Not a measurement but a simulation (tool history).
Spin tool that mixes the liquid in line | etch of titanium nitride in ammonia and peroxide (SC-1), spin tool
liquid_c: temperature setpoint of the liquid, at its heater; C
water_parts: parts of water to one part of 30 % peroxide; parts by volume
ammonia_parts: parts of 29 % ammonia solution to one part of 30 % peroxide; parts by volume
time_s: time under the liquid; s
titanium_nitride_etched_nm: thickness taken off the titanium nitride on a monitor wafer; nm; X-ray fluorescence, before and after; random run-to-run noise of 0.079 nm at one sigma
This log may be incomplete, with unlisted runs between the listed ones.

| run | day | liquid_c | water_parts | ammonia_parts | time_s | titanium_nitride_etched_nm |
|---|---|---|---|---|---|---|
| 1 | 0.000 | 60.0 | 8.0 | 0.60 | 60 | 12.742 |
| 2 | 0.158 | 60.0 | 8.0 | 0.60 | 65 | 13.756 |
| 3 | 0.296 | 60.0 | 8.0 | 0.75 | 65 | 14.215 |
| 4 | 0.575 | 61.0 | 8.0 | 0.75 | 65 | 15.135 |
| 5 | 0.600 | 61.0 | 8.0 | 0.55 | 65 | 14.433 |
| 6 | 0.700 | 61.0 | 8.0 | 0.40 | 65 | 13.808 |
| 7 | 0.962 | 62.0 | 8.0 | 0.40 | 65 | 14.674 |
| 8 | 1.238 | 63.0 | 8.0 | 0.40 | 65 | 15.566 |
| 9 | 1.350 | 64.0 | 8.0 | 0.40 | 65 | 16.736 |
| 10 | 1.721 | 65.0 | 8.0 | 0.40 | 65 | 17.708 |
| 11 | 2.008 | 65.5 | 8.0 | 0.40 | 65 | 18.287 |
| 12 | 2.271 | 66.0 | 8.0 | 0.40 | 65 | 18.792 |
| 13 | 2.296 | 66.5 | 8.0 | 0.40 | 65 | 19.547 |
| 14 | 2.554 | 67.0 | 8.0 | 0.40 | 65 | 20.204 |
| 15 | 2.592 | 69.5 | 8.0 | 0.40 | 65 | 23.576 |

Run 16 has not been measured yet. What should we expect?
| 16 | 2.696 | 69.0 | 8.0 | 0.40 | 65 | ? |

{"run 16": {"titanium_nitride_etched_nm": 22.85}}
